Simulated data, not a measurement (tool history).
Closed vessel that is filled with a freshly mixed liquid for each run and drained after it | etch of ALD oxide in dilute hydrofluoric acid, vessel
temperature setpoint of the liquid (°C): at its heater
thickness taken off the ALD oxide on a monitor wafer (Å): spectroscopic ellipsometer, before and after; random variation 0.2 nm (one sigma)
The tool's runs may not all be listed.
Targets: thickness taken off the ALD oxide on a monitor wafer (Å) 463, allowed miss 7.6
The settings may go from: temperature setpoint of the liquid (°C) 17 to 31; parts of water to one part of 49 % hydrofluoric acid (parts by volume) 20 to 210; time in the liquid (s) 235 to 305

run,hour,temperature setpoint of the liquid (°C),parts of water to one part of 49 % hydrofluoric acid (parts by volume),time in the liquid (s),thickness taken off the ALD oxide on a monitor wafer (Å)
1,0,23,115,305,297.3
2,3.5,24.5,110,305,331.31
3,10.8,24.5,125,305,285.12
4,12.7,26,125,305,307.28
5,14.1,29.5,125,305,346.37
6,19.2,29.5,150,305,279.95
7,26.2,30,140,305,309.03
8,31.3,30,130,305,336.56
9,39.1,31,95,305,505.97
10,42.3,30.5,95,305,490.99
11,44.2,30,95,305,482.56
12,52.5,29.5,95,305,471.55

Which of these 4 next moves meets every target?
A,60.8,31,95,295,?
B,60.8,31,90,275,?
C,60.8,29.5,95,295,?
D,60.8,28.5,90,305,?

move,thickness taken off the ALD oxide on a monitor wafer (Å)
A,489.01
B,484.72
C,462.21
D,488.99
A: further off than the last run
B: further off than the last run
C: meets every target
D: further off than the last run
Move C is the one to make.
